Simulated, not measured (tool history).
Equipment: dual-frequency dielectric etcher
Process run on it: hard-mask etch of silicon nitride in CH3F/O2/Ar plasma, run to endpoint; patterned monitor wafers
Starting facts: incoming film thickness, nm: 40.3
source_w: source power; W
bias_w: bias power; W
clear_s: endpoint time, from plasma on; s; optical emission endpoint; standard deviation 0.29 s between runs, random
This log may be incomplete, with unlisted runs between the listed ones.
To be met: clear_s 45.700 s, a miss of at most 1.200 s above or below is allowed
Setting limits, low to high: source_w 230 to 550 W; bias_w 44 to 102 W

run	hour	source_w	bias_w	clear_s
1	0.0	390	73	53.043
2	2.2	390	67	55.276
3	4.0	390	55	59.796
4	11.4	440	55	57.817
5	12.7	450	59	56.485
6	16.6	450	49	60.790
7	21.4	460	54	57.975
8	29.7	470	58	55.556
9	34.5	480	61	54.220

Next run, 5 choices. One meets every target within its allowed miss, the rest don't. Which?
A	39.3	550	92	?
B	39.3	370	44	?
C	39.3	550	77	?
D	39.3	450	48	?
E	39.3	460	47	?

move	clear_s
A	43.262
B	69.306
C	46.785
D	62.041
E	62.136
A: the result that was furthest off in the last run now lies on the other side of its target
B: further off than the last run
C: all results in spec
D: further off than the last run
E: further off than the last run
Move C is the one to make.

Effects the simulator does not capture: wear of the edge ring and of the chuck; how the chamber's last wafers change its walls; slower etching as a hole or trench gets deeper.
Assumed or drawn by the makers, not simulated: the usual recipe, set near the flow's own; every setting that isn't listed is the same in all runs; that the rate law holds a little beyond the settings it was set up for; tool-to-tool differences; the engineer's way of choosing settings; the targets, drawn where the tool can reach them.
